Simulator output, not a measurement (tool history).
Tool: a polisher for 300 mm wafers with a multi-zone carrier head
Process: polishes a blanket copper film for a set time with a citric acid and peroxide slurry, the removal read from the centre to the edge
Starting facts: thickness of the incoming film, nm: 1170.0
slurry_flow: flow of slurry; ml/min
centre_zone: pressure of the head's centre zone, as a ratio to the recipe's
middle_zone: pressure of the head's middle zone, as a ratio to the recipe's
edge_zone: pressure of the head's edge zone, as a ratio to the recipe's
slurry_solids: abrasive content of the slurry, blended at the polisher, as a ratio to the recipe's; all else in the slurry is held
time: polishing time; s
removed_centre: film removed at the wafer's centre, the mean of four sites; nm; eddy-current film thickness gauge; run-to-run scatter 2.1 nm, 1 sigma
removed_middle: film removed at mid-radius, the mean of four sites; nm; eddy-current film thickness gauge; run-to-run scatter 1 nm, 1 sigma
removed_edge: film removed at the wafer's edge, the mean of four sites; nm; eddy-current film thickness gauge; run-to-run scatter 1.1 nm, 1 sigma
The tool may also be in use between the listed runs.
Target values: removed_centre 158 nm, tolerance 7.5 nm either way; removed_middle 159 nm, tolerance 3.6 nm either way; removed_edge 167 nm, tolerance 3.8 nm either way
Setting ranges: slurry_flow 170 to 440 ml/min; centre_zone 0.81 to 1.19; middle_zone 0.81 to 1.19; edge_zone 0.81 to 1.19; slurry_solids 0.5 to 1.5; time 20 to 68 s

{"run": 1, "hour": 0.0, "slurry_flow": 280, "centre_zone": 1, "middle_zone": 1, "edge_zone": 1, "slurry_solids": 1, "time": 44, "removed_centre": 136.45, "removed_middle": 134.78, "removed_edge": 132.55}
{"run": 2, "hour": 7.3, "slurry_flow": 290, "centre_zone": 1, "middle_zone": 1.01, "edge_zone": 1.04, "slurry_solids": 1.1, "time": 44, "removed_centre": 138.67, "removed_middle": 139.6, "removed_edge": 138.93}
{"run": 3, "hour": 9.2, "slurry_flow": 290, "centre_zone": 1.03, "middle_zone": 1.01, "edge_zone": 1.04, "slurry_solids": 1.1, "time": 44, "removed_centre": 144.91, "removed_middle": 138.46, "removed_edge": 138.73}
{"run": 4, "hour": 18.1, "slurry_flow": 290, "centre_zone": 1.03, "middle_zone": 0.97, "edge_zone": 1.04, "slurry_solids": 1.1, "time": 44, "removed_centre": 144.18, "removed_middle": 134.87, "removed_edge": 139.2}
{"run": 5, "hour": 19.4, "slurry_flow": 290, "centre_zone": 1.03, "middle_zone": 0.9, "edge_zone": 1.04, "slurry_solids": 1.1, "time": 44, "removed_centre": 143.64, "removed_middle": 129.46, "removed_edge": 139.14}
{"run": 6, "hour": 28.1, "slurry_flow": 290, "centre_zone": 1.03, "middle_zone": 0.9, "edge_zone": 1.04, "slurry_solids": 1.1, "time": 36, "removed_centre": 117.13, "removed_middle": 105.35, "removed_edge": 113.89}
{"run": 7, "hour": 35.4, "slurry_flow": 300, "centre_zone": 1.03, "middle_zone": 0.93, "edge_zone": 1.07, "slurry_solids": 1.2, "time": 38, "removed_centre": 127.45, "removed_middle": 117.05, "removed_edge": 125.48}
{"run": 8, "hour": 36.1, "slurry_flow": 310, "centre_zone": 1.03, "middle_zone": 0.95, "edge_zone": 1.1, "slurry_solids": 1.25, "time": 39, "removed_centre": 132.82, "removed_middle": 123.51, "removed_edge": 130.67}
{"run": 9, "hour": 44.4, "slurry_flow": 305, "centre_zone": 1.02, "middle_zone": 0.96, "edge_zone": 1.11, "slurry_solids": 1.3, "time": 41, "removed_centre": 141.6, "removed_middle": 131.12, "removed_edge": 140.24}
{"run": 10, "hour": 49.2, "slurry_flow": 305, "centre_zone": 1.01, "middle_zone": 0.98, "edge_zone": 1.12, "slurry_solids": 1.35, "time": 42, "removed_centre": 141.79, "removed_middle": 138.95, "removed_edge": 144.77}
{"run": 11, "hour": 50.0, "slurry_flow": 310, "centre_zone": 1.01, "middle_zone": 0.98, "edge_zone": 1.14, "slurry_solids": 1.4, "time": 43, "removed_centre": 148.59, "removed_middle": 143.43, "removed_edge": 152.83}
{"run": 12, "hour": 53.5, "slurry_flow": 320, "centre_zone": 1.01, "middle_zone": 0.99, "edge_zone": 1.15, "slurry_solids": 1.4, "time": 43, "removed_centre": 149.9, "removed_middle": 145.39, "removed_edge": 153.02}
{"run": 13, "hour": 54.7, "slurry_flow": 325, "centre_zone": 1, "middle_zone": 0.99, "edge_zone": 1.16, "slurry_solids": 1.4, "time": 43, "removed_centre": 147.34, "removed_middle": 144.77, "removed_edge": 155.19}
{"run": 14, "hour": 62.7, "slurry_flow": 335, "centre_zone": 1, "middle_zone": 1, "edge_zone": 1.17, "slurry_solids": 1.4, "time": 43, "removed_centre": 150.02, "removed_middle": 147.93, "removed_edge": 154.47}
{"run": 15, "hour": 63.3, "slurry_flow": 340, "centre_zone": 0.99, "middle_zone": 1, "edge_zone": 1.18, "slurry_solids": 1.45, "time": 44, "removed_centre": 151.62, "removed_middle": 152.3, "removed_edge": 158.89}
{"run": 16, "hour": 66.3, "slurry_flow": 335, "centre_zone": 0.99, "middle_zone": 1, "edge_zone": 1.18, "slurry_solids": 1.45, "time": 44, "removed_centre": 150.82, "removed_middle": 150.14, "removed_edge": 160.08}
{"run": 17, "hour": 74.1, "slurry_flow": 335, "centre_zone": 0.99, "middle_zone": 1.01, "edge_zone": 1.18, "slurry_solids": 1.45, "time": 44, "removed_centre": 146.93, "removed_middle": 152.64, "removed_edge": 160.28}
{"run": 18, "hour": 79.1, "slurry_flow": 335, "centre_zone": 1, "middle_zone": 1.01, "edge_zone": 1.18, "slurry_solids": 1.45, "time": 44, "removed_centre": 153.79, "removed_middle": 152.31, "removed_edge": 159.64}

Consider the 5 candidate settings below. Which is the only one whose results all fall within their allowed miss of target?
{"run": "A", "hour": 84.1, "slurry_flow": 260, "centre_zone": 1.04, "middle_zone": 0.97, "edge_zone": 1.14, "slurry_solids": 1.45, "time": 44, "removed_centre": "?", "removed_middle": "?", "removed_edge": "?"}
{"run": "B", "hour": 84.1, "slurry_flow": 405, "centre_zone": 0.98, "middle_zone": 1, "edge_zone": 1.16, "slurry_solids": 1.45, "time": 46, "removed_centre": "?", "removed_middle": "?", "removed_edge": "?"}
{"run": "C", "hour": 84.1, "slurry_flow": 325, "centre_zone": 1.01, "middle_zone": 0.96, "edge_zone": 1.16, "slurry_solids": 1.5, "time": 45, "removed_centre": "?", "removed_middle": "?", "removed_edge": "?"}
{"run": "D", "hour": 84.1, "slurry_flow": 355, "centre_zone": 1, "middle_zone": 1.19, "edge_zone": 1.06, "slurry_solids": 1.45, "time": 43, "removed_centre": "?", "removed_middle": "?", "removed_edge": "?"}
{"run": "E", "hour": 84.1, "slurry_flow": 325, "centre_zone": 0.99, "middle_zone": 1, "edge_zone": 1.19, "slurry_solids": 1.4, "time": 43, "removed_centre": "?", "removed_middle": "?", "removed_edge": "?"}

move=A removed_centre=154.28 removed_middle=143.96 removed_edge=155.75
move=B removed_centre=157.47 removed_middle=158.63 removed_edge=167.87
move=C removed_centre=157.41 removed_middle=149.57 removed_edge=164
move=D removed_centre=148.88 removed_middle=168.84 removed_edge=148.63
move=E removed_centre=145.09 removed_middle=144.96 removed_edge=155.98
A: moves away from the targets compared with the last run
B: every result lands within tolerance
C: the furthest-off result lands on target, but another misses its tolerance
D: moves away from the targets compared with the last run
E: moves away from the targets compared with the last run
Move B is the one to make.

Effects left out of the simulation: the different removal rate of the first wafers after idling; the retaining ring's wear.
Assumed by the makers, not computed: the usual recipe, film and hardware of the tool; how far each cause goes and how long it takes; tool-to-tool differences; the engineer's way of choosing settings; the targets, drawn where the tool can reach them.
